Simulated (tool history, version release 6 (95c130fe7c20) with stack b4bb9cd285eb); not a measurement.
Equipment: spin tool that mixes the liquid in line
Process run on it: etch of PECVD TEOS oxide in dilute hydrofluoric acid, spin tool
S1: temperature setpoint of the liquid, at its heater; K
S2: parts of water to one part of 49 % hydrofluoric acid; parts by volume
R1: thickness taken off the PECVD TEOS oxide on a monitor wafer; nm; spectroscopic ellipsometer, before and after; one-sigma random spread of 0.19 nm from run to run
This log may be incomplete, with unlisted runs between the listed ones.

run 1 hour=0 | S1=296.15 S2=140 time_under_the_liquid_(s)=95 | R1=10.251
run 2 hour=5.7 | S1=296.15 S2=140 time_under_the_liquid_(s)=95 | R1=10.23
run 3 hour=10.7 | S1=296.15 S2=105 time_under_the_liquid_(s)=95 | R1=14.158
run 4 hour=12.8 | S1=297.65 S2=95 time_under_the_liquid_(s)=95 | R1=16.804
-- hour=17.9 hydrofluoric acid flow meter replaced
run 5 hour=17.9 | S1=297.65 S2=95 time_under_the_liquid_(s)=95 | R1=15.11
run 6 hour=24.8 | S1=298.65 S2=85 time_under_the_liquid_(s)=95 | R1=17.867
run 7 hour=32 | S1=299.65 S2=75 time_under_the_liquid_(s)=95 | R1=21.119
run 8 hour=36.5 | S1=300.15 S2=70 time_under_the_liquid_(s)=95 | R1=23.31
run 9 hour=44.6 | S1=300.65 S2=70 time_under_the_liquid_(s)=95 | R1=23.724
run 10 hour=52.5 | S1=301.15 S2=70 time_under_the_liquid_(s)=95 | R1=24.459

What will run 11 give?
run 11 hour=55.6 | S1=301.65 S2=70 time_under_the_liquid_(s)=95 | R1=?

{"run 11": {"R1": 24.633}}
